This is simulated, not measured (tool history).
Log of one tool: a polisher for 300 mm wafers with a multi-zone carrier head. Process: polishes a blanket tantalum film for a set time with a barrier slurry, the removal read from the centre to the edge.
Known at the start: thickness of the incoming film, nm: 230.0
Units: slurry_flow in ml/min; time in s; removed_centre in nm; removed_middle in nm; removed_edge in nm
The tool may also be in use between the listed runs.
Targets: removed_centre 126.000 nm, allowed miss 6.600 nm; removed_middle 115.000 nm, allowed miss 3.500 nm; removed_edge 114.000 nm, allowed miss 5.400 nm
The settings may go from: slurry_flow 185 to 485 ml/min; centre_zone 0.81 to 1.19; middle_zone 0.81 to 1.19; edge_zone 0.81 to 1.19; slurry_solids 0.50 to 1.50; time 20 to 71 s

{"run": 1, "hour": 0.0, "slurry_flow": 310, "centre_zone": 1.0, "middle_zone": 1.0, "edge_zone": 1.0, "slurry_solids": 1.0, "time": 45, "removed_centre": 88.204, "removed_middle": 94.479, "removed_edge": 87.549}
{"run": 2, "hour": 7.6, "slurry_flow": 310, "centre_zone": 1.0, "middle_zone": 1.0, "edge_zone": 1.0, "slurry_solids": 0.85, "time": 45, "removed_centre": 88.739, "removed_middle": 90.482, "removed_edge": 84.048}
{"run": 3, "hour": 16.1, "slurry_flow": 310, "centre_zone": 1.0, "middle_zone": 1.0, "edge_zone": 1.0, "slurry_solids": 0.85, "time": 51, "removed_centre": 98.825, "removed_middle": 101.36, "removed_edge": 94.622}
{"run": 4, "hour": 20.4, "slurry_flow": 315, "centre_zone": 1.04, "middle_zone": 1.0, "edge_zone": 1.03, "slurry_solids": 0.9, "time": 51, "removed_centre": 104.3, "removed_middle": 105.23, "removed_edge": 96.693}
{"run": 5, "hour": 22.1, "slurry_flow": 315, "centre_zone": 1.06, "middle_zone": 0.97, "edge_zone": 1.05, "slurry_solids": 1.0, "time": 52, "removed_centre": 110.7, "removed_middle": 107.66, "removed_edge": 104.51}
{"run": 6, "hour": 27.0, "slurry_flow": 320, "centre_zone": 1.08, "middle_zone": 0.97, "edge_zone": 1.07, "slurry_solids": 1.05, "time": 52, "removed_centre": 113.55, "removed_middle": 106.7, "removed_edge": 106.14}
{"run": 7, "hour": 34.8, "slurry_flow": 320, "centre_zone": 1.1, "middle_zone": 0.98, "edge_zone": 1.08, "slurry_solids": 1.1, "time": 52, "removed_centre": 117.4, "removed_middle": 110.23, "removed_edge": 107.46}
{"run": 8, "hour": 39.4, "slurry_flow": 320, "centre_zone": 1.11, "middle_zone": 0.98, "edge_zone": 1.09, "slurry_solids": 1.15, "time": 52, "removed_centre": 121.88, "removed_middle": 112.64, "removed_edge": 109.59}
{"run": 9, "hour": 42.2, "slurry_flow": 320, "centre_zone": 1.11, "middle_zone": 0.98, "edge_zone": 1.1, "slurry_solids": 1.15, "time": 52, "removed_centre": 118.96, "removed_middle": 111.27, "removed_edge": 109.03}

Which of these 4 next moves meets every target?
{"run": "A", "hour": 45.0, "slurry_flow": 285, "centre_zone": 1.19, "middle_zone": 0.98, "edge_zone": 1.11, "slurry_solids": 1.3, "time": 49, "removed_centre": "?", "removed_middle": "?", "removed_edge": "?"}
{"run": "B", "hour": 45.0, "slurry_flow": 290, "centre_zone": 1.13, "middle_zone": 0.98, "edge_zone": 1.13, "slurry_solids": 1.15, "time": 54, "removed_centre": "?", "removed_middle": "?", "removed_edge": "?"}
{"run": "C", "hour": 45.0, "slurry_flow": 255, "centre_zone": 1.04, "middle_zone": 0.98, "edge_zone": 1.12, "slurry_solids": 1.2, "time": 50, "removed_centre": "?", "removed_middle": "?", "removed_edge": "?"}
{"run": "D", "hour": 45.0, "slurry_flow": 330, "centre_zone": 1.15, "middle_zone": 1.01, "edge_zone": 1.05, "slurry_solids": 1.2, "time": 49, "removed_centre": "?", "removed_middle": "?", "removed_edge": "?"}

move=A removed_centre=125.530 removed_middle=105.910 removed_edge=105.900
move=B removed_centre=127.850 removed_middle=113.640 removed_edge=114.600
move=C removed_centre=108.510 removed_middle=105.040 removed_edge=105.710
move=D removed_centre=120.790 removed_middle=107.640 removed_edge=102.070
A: brings the result that was furthest off to its target, and leaves another outside
B: meets every target
C: further off than the last run
D: brings the result that was furthest off to its target, and leaves another outside
Answer: B
